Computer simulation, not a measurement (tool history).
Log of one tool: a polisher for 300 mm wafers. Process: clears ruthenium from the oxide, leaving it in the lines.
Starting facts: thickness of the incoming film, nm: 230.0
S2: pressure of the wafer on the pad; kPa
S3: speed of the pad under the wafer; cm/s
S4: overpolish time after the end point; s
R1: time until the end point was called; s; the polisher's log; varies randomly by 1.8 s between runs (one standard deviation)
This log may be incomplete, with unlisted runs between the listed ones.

{"run": 1, "hour": 0.0, "flow of slurry (ml/min)": 205, "S2": 17.9, "S3": 122, "S4": 6, "R1": 153.12}
{"run": 2, "hour": 7.8, "flow of slurry (ml/min)": 205, "S2": 17.9, "S3": 104, "S4": 6, "R1": 169.37}
{"run": 3, "hour": 12.4, "flow of slurry (ml/min)": 205, "S2": 17.9, "S3": 104, "S4": 5, "R1": 169.73}
{"run": 4, "hour": 16.8, "flow of slurry (ml/min)": 205, "S2": 20.0, "S3": 106, "S4": 5, "R1": 145.15}
{"run": 5, "hour": 24.1, "flow of slurry (ml/min)": 205, "S2": 20.7, "S3": 106, "S4": 5, "R1": 145.82}
{"hour": 26.5, "done": "worn pad replaced by a new one"}
{"run": 6, "hour": 26.5, "flow of slurry (ml/min)": 205, "S2": 16.5, "S3": 106, "S4": 5, "R1": 163.67}
{"run": 7, "hour": 27.4, "flow of slurry (ml/min)": 210, "S2": 18.6, "S3": 114, "S4": 5, "R1": 139.17}
{"run": 8, "hour": 32.6, "flow of slurry (ml/min)": 225, "S2": 18.6, "S3": 114, "S4": 5, "R1": 143.53}

What will run 9 give?
{"run": 9, "hour": 35.5, "flow of slurry (ml/min)": 230, "S2": 20.0, "S3": 116, "S4": 5, "R1": "?"}

R1: 130.04 s

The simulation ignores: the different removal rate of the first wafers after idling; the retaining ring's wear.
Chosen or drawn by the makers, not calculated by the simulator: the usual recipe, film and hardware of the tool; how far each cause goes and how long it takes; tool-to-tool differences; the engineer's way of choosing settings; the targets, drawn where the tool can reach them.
